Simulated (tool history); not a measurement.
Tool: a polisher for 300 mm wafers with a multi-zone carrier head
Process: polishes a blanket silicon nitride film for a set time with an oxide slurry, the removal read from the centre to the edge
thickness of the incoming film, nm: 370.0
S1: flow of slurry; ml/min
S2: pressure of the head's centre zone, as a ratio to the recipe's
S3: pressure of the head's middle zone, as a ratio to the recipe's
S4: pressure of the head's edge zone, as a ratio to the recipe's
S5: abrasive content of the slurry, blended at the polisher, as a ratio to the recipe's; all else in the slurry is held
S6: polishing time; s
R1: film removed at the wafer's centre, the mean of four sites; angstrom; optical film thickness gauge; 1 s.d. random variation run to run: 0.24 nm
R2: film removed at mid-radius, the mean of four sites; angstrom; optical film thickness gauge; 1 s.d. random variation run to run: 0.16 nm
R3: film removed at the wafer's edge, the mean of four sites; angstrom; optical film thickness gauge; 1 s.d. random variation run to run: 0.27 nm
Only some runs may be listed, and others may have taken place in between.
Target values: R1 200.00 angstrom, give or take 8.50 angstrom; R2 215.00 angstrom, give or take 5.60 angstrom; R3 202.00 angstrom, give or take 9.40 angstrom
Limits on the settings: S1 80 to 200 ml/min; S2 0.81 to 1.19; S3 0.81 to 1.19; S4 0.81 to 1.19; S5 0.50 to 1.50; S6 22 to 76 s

run	hour	S1	S2	S3	S4	S5	S6	R1	R2	R3
1	0.0	130	1.00	1.00	1.00	1.00	49	258.74	282.06	278.89
2	5.0	130	1.00	1.00	0.98	0.95	49	260.94	272.87	278.36
3	10.3	130	1.00	1.03	0.97	0.90	48	249.08	272.19	258.41
4	12.8	130	1.00	0.99	0.97	0.90	48	240.53	266.02	262.89
5	18.2	130	1.07	0.99	0.97	0.90	48	258.81	263.89	256.43
# hour 21.0: centre zone pressure recalibrated
6	21.0	125	1.07	0.99	0.96	0.85	48	266.00	253.70	255.02
7	24.4	130	1.06	1.00	0.95	0.80	47	253.25	249.44	239.57
8	31.8	130	1.04	1.00	0.94	0.75	47	246.89	241.41	237.10
9	34.7	130	1.02	1.01	0.93	0.70	47	244.01	239.57	227.07
10	40.9	125	1.00	1.01	0.92	0.70	47	233.55	240.96	226.96
11	45.0	120	0.99	1.01	0.91	0.70	47	229.33	242.14	228.38
12	50.5	105	0.96	0.98	0.84	0.50	47	197.13	207.27	196.14
13	52.4	110	0.95	0.99	0.85	0.50	47	199.13	208.70	192.34
14	54.1	110	0.95	0.99	0.86	0.50	47	192.27	206.18	198.56

Pick the move, out of 5, that brings all results within their allowed miss; only one does.
A	55.8	145	0.93	1.00	1.00	0.55	42	?	?	?
B	55.8	95	0.97	1.04	0.88	0.50	45	?	?	?
C	55.8	105	0.90	1.17	0.82	0.80	39	?	?	?
D	55.8	125	0.94	0.98	0.86	0.65	42	?	?	?
E	55.8	120	0.96	1.01	0.89	0.90	39	?	?	?

move	R1	R2	R3
A	186.83	203.67	204.11
B	182.80	201.35	189.68
C	176.80	228.30	187.27
D	192.35	205.15	197.88
E	199.60	214.75	205.21
A: its largest miss is bigger than the last run's
B: its largest miss is bigger than the last run's
C: takes the biggest miss from the last run beyond its target
D: its largest miss is bigger than the last run's
E: every result within its allowed miss
So the answer is move E, the one that meets all the targets.

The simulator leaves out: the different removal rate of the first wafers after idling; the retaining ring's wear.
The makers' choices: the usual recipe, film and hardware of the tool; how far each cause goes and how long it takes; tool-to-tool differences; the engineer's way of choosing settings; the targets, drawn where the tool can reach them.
